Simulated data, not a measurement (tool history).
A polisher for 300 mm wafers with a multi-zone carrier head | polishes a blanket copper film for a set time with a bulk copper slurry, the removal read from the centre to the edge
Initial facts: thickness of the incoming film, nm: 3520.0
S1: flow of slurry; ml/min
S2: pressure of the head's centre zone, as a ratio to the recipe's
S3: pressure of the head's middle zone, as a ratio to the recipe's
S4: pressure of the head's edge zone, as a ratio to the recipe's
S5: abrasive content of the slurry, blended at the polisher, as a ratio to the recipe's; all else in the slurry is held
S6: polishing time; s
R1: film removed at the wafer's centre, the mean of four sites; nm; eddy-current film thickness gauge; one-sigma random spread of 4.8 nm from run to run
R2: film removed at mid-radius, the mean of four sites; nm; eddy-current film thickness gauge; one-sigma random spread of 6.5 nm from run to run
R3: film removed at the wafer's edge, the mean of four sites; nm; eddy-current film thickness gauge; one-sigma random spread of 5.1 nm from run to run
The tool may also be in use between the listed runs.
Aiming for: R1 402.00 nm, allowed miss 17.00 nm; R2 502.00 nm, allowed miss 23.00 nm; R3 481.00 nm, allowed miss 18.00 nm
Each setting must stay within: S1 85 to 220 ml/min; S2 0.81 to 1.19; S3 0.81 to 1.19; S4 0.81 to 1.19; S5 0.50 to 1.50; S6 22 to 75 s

run,day,S1,S2,S3,S4,S5,S6,R1,R2,R3
1,0.000,140,1.00,1.00,1.00,1.00,48,580.99,572.42,599.29
2,0.142,135,0.98,1.01,0.99,0.95,48,556.44,574.56,574.88
3,0.479,135,0.98,1.01,0.99,0.75,48,542.87,546.85,550.82
4,0.558,135,0.98,1.01,0.99,0.55,48,512.06,525.37,534.07
5,0.817,130,0.96,1.01,0.98,0.55,48,489.73,519.61,530.75
6,1.158,115,0.96,1.01,0.98,0.55,48,490.92,509.15,514.37
7,1.525,115,0.96,1.01,0.98,0.55,48,490.44,509.70,514.58
8,1.646,115,0.94,1.01,0.98,0.55,48,472.81,512.46,531.46
9,1.904,95,0.88,1.09,0.88,0.50,45,396.60,478.96,439.53

Which single option among these 4 for the next run brings every result within its allowed miss of target? Just one does.
A,2.162,100,0.96,1.12,0.88,0.50,42,?,?,?
B,2.162,105,0.83,1.04,0.86,0.65,46,?,?,?
C,2.162,85,0.82,0.92,0.95,0.50,48,?,?,?
D,2.162,85,0.89,0.88,0.86,0.55,48,?,?,?

move,R1,R2,R3
A,403.33,459.83,429.96
B,398.77,498.93,486.07
C,377.49,442.01,497.15
D,414.77,433.75,482.51
A: moves away from the targets compared with the last run
B: meets every target
C: corrects the largest miss of the last run, while another result sits out of spec
D: corrects the largest miss of the last run, while another result sits out of spec
The move that meets every target is B.

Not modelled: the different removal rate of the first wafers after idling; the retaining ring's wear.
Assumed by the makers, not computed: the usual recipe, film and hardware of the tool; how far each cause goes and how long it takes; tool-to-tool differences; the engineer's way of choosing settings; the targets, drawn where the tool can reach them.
